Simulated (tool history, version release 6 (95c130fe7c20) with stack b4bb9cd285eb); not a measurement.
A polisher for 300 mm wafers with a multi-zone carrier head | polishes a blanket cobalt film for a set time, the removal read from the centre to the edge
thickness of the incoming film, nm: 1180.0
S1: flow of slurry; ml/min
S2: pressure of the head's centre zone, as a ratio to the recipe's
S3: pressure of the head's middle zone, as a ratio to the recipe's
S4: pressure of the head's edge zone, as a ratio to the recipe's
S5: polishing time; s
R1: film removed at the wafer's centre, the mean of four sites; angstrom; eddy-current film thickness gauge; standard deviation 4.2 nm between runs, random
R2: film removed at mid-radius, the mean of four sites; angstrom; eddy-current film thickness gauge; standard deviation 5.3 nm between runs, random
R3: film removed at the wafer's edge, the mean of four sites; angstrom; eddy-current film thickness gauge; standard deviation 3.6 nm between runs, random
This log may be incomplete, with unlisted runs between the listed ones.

run 1 hour=0.0 | S1=230 S2=1.00 S3=1.00 S4=1.00 S5=59 | R1=3326.8 R2=3348.5 R3=3367.1
run 2 hour=1.6 | S1=230 S2=1.00 S3=1.00 S4=0.97 S5=59 | R1=3380.0 R2=3350.2 R3=3312.8
run 3 hour=8.4 | S1=240 S2=1.01 S3=1.04 S4=1.00 S5=61 | R1=3460.5 R2=3627.3 R3=3500.4
run 4 hour=10.3 | S1=240 S2=1.01 S3=0.96 S4=1.00 S5=61 | R1=3504.7 R2=3449.6 R3=3579.9
run 5 hour=14.9 | S1=255 S2=1.03 S3=1.00 S4=1.02 S5=62 | R1=3673.9 R2=3542.5 R3=3586.6
run 6 hour=20.6 | S1=280 S2=1.03 S3=1.00 S4=1.02 S5=62 | R1=3632.9 R2=3700.6 R3=3638.3
run 7 hour=29.5 | S1=290 S2=1.04 S3=1.02 S4=1.03 S5=64 | R1=3895.7 R2=3795.6 R3=3766.5
run 8 hour=31.6 | S1=290 S2=1.04 S3=1.02 S4=1.03 S5=64 | R1=3874.2 R2=3819.6 R3=3807.1
run 9 hour=36.7 | S1=300 S2=1.03 S3=1.05 S4=1.03 S5=66 | R1=4025.1 R2=4049.0 R3=3953.1
run 10 hour=42.6 | S1=305 S2=1.02 S3=1.08 S4=1.03 S5=67 | R1=4071.4 R2=4183.6 R3=4011.2
run 11 hour=49.7 | S1=310 S2=1.01 S3=1.10 S4=1.03 S5=68 | R1=4057.6 R2=4348.7 R3=4104.7
run 12 hour=50.6 | S1=315 S2=1.01 S3=1.12 S4=1.03 S5=69 | R1=4161.7 R2=4573.7 R3=4174.3
run 13 hour=57.0 | S1=315 S2=1.01 S3=1.13 S4=1.04 S5=69 | R1=4188.8 R2=4519.4 R3=4126.3

Expected results for the next run?
run 14 hour=58.9 | S1=320 S2=1.01 S3=1.14 S4=1.04 S5=70 | R1=? R2=? R3=?

R1: 4187.6 angstrom
R2: 4615.3 angstrom
R3: 4182.3 angstrom
